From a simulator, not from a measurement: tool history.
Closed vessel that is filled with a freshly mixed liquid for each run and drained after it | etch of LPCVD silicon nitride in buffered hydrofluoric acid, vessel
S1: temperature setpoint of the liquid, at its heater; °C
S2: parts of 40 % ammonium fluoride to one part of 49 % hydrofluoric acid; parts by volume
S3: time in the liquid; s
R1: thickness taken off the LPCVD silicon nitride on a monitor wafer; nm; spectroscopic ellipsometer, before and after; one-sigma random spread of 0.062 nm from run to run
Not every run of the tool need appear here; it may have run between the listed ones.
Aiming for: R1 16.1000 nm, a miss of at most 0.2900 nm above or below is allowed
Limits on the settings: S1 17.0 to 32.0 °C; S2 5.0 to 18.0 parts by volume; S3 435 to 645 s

run,hour,S1,S2,S3,R1
1,0.0,24.0,11.0,645,9.5008
2,4.1,24.0,9.0,645,11.2070
3,7.3,24.0,7.0,645,14.6250
4,15.6,24.5,7.0,645,15.0870
5,20.7,24.5,7.0,435,10.1550
6,28.3,26.5,6.5,480,13.2150
7,34.4,28.0,6.5,480,14.2750
8,35.2,29.0,6.5,480,15.1500
9,42.6,29.5,6.5,480,15.5980

Which single option among these 4 for the next run brings every result within its allowed miss of target? Just one does.
A,50.0,25.5,7.0,610,?
B,50.0,29.0,6.0,435,?
C,50.0,31.5,9.0,630,?
D,50.0,27.0,7.5,625,?

move,R1
A,14.9650
B,14.6960
C,16.1780
D,15.4270
A: its largest miss is bigger than the last run's
B: its largest miss is bigger than the last run's
C: each result inside its tolerance
D: its largest miss is bigger than the last run's
So the answer is move C, the one that meets all the targets.

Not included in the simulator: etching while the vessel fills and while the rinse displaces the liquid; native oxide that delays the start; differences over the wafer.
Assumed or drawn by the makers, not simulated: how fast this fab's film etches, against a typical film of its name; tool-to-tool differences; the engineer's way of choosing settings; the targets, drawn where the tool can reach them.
